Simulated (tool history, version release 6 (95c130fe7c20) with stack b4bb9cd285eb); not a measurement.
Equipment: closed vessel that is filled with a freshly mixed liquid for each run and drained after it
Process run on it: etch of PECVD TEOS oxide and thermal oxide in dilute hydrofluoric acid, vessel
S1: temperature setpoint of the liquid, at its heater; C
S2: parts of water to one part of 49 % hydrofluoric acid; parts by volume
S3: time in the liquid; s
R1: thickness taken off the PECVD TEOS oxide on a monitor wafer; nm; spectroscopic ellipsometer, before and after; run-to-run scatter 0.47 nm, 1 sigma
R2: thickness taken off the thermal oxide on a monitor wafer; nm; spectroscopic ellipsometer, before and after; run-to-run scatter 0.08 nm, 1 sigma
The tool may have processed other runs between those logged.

{"run": 1, "hour": 0.0, "S1": 26, "S2": 50, "S3": 135, "R1": 55.39, "R2": 16.053}
{"run": 2, "hour": 4.3, "S1": 22.5, "S2": 50, "S3": 135, "R1": 47.948, "R2": 13.87}
{"run": 3, "hour": 8.4, "S1": 20, "S2": 50, "S3": 135, "R1": 43.249, "R2": 12.573}
{"run": 4, "hour": 13.3, "S1": 22.5, "S2": 50, "S3": 135, "R1": 48.577, "R2": 13.859}
{"run": 5, "hour": 15.9, "S1": 24.5, "S2": 50, "S3": 135, "R1": 52.452, "R2": 15.185}
{"run": 6, "hour": 22.5, "S1": 24.5, "S2": 30, "S3": 135, "R1": 89.182, "R2": 26.014}
{"run": 7, "hour": 23.4, "S1": 23, "S2": 30, "S3": 135, "R1": 83.369, "R2": 24.346}
{"run": 8, "hour": 32.7, "S1": 21.5, "S2": 30, "S3": 135, "R1": 78.85, "R2": 22.817}

Forecast run 9:
{"run": 9, "hour": 37.6, "S1": 20.5, "S2": 30, "S3": 135, "R1": "?", "R2": "?"}

R1: 75.02 nm
R2: 21.91 nm
